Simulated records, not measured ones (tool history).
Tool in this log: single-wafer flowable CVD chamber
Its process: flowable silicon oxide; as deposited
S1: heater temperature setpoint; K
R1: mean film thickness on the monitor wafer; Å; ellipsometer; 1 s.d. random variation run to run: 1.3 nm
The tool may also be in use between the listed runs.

Run 1, day 0: S1 373.15 K, chamber pressure (Pa) 110.7, RF power (kW) 2.655, deposition time (s) 1054. Result: R1 7228.5 Å.
Run 2, day 0.229: S1 376.15 K, chamber pressure (Pa) 110.7, RF power (kW) 2.655, deposition time (s) 1054. Result: R1 6479 Å.
Run 3, day 0.462: S1 371.15 K, chamber pressure (Pa) 110.7, RF power (kW) 2.655, deposition time (s) 1054. Result: R1 7793.6 Å.
Run 4, day 0.604: S1 371.15 K, chamber pressure (Pa) 99.6, RF power (kW) 2.655, deposition time (s) 1054. Result: R1 7147.8 Å.
Run 5, day 0.95: S1 373.15 K, chamber pressure (Pa) 99.6, RF power (kW) 2.655, deposition time (s) 1054. Result: R1 6641.9 Å.
Run 6, day 1.05: S1 373.15 K, chamber pressure (Pa) 99.6, RF power (kW) 2.655, deposition time (s) 1054. Result: R1 6622.5 Å.
Run 7, day 1.383: S1 375.15 K, chamber pressure (Pa) 99.6, RF power (kW) 2.655, deposition time (s) 1054. Result: R1 6142.7 Å.
Run 8, day 1.517: S1 377.15 K, chamber pressure (Pa) 99.6, RF power (kW) 2.655, deposition time (s) 1054. Result: R1 5702 Å.
Run 9, day 1.704: S1 378.15 K, chamber pressure (Pa) 99.6, RF power (kW) 2.655, deposition time (s) 1054. Result: R1 5502.2 Å.

For run 10, what comes out?
Run 10, day 1.908: S1 379.15 K, chamber pressure (Pa) 99.6, RF power (kW) 2.655, deposition time (s) 1054. Result: R1 ?.

Run 10 gave R1 5332.6 Å.
